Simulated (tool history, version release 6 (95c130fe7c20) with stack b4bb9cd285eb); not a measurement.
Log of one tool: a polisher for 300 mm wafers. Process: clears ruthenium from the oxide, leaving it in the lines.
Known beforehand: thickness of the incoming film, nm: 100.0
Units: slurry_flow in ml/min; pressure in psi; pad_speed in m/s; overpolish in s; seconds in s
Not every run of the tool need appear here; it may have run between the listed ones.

run 1 hour=0.0 | slurry_flow=265 pressure=2.7 pad_speed=0.92 overpolish=14 | seconds=81.563
run 2 hour=2.4 | slurry_flow=220 pressure=2.7 pad_speed=0.92 overpolish=14 | seconds=82.152
run 3 hour=7.4 | slurry_flow=220 pressure=2.5 pad_speed=0.86 overpolish=14 | seconds=97.691
run 4 hour=15.6 | slurry_flow=220 pressure=2.8 pad_speed=0.86 overpolish=14 | seconds=87.950
run 5 hour=24.0 | slurry_flow=285 pressure=2.8 pad_speed=0.86 overpolish=14 | seconds=82.930
run 6 hour=28.4 | slurry_flow=235 pressure=2.8 pad_speed=0.86 overpolish=14 | seconds=87.508
run 7 hour=36.4 | slurry_flow=235 pressure=2.8 pad_speed=0.86 overpolish=14 | seconds=84.099

Run 8 has not been measured yet. What should we expect?
run 8 hour=41.4 | slurry_flow=225 pressure=2.1 pad_speed=0.60 overpolish=14 | seconds=?

{"run 8": {"seconds": 161.2}}
